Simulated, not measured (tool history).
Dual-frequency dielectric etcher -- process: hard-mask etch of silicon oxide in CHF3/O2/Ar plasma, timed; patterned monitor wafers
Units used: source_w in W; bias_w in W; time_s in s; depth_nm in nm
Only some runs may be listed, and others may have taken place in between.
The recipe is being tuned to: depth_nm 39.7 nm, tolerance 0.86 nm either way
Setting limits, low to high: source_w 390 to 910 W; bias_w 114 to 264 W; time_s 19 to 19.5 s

run  hour  source_w  bias_w  time_s  depth_nm
  1     0       650     189      19    35.473
  2   4.5       680     191      19    36.033
  3    10       680     191      19     36.16
  4    14       680     191    19.5    37.177
  5  14.6       680     191      19    36.128
  6  16.8       600     191      19    34.566
  7  21.7       640     194      19    35.633
  8  28.9       670     197      19    36.363
  9  29.7       690     199      19    36.692
 10  36.3       710     201      19    37.536

Pick the move, out of 5, that brings all results within their allowed miss; only one does.
  A  42.9       770     208    19.5         ?
  B  42.9       730     251    19.5         ?
  C  42.9       810     225    19.5         ?
  D  42.9       780     237      19         ?
  E  42.9       590     196    19.5         ?

move  depth_nm
   A    39.846
   B    41.935
   C    41.754
   D    40.927
   E    35.524
A: meets every target
B: pushes the last run's worst result past its target
C: pushes the last run's worst result past its target
D: pushes the last run's worst result past its target
E: lands further from the targets than the last run did
Answer: A
